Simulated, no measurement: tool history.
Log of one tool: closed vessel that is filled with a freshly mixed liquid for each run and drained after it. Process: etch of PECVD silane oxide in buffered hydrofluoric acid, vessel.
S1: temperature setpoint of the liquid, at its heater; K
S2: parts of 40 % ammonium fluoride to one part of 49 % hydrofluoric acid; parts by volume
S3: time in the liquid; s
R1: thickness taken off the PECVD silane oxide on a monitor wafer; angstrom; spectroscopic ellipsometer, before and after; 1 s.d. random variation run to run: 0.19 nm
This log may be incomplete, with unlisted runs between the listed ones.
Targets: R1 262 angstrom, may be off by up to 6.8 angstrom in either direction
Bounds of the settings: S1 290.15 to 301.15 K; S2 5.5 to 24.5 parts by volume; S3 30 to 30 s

run	day	S1	S2	S3	R1
1	0	293.15	15	30	423.43
2	0.312	292.65	16	30	382.56
3	0.646	292.65	19	30	325.12
4	0.958	292.65	15.5	30	392.85
5	1.254	292.65	13	30	473.82
6	1.454	290.15	13	30	408.44
7	1.767	290.15	14.5	30	366.61
8	1.817	290.15	19.5	30	275.29

Pick the move, out of 4, that brings all results within their allowed miss; only one does.
A	1.867	291.15	18.5	30	?
B	1.867	291.65	19.5	30	?
C	1.867	290.15	18	30	?
D	1.867	290.15	21	30	?

move	R1
A	305.76
B	298.49
C	296.99
D	258.77
A: lands further from the targets than the last run did
B: lands further from the targets than the last run did
C: lands further from the targets than the last run did
D: every result lands within tolerance
Answer: D
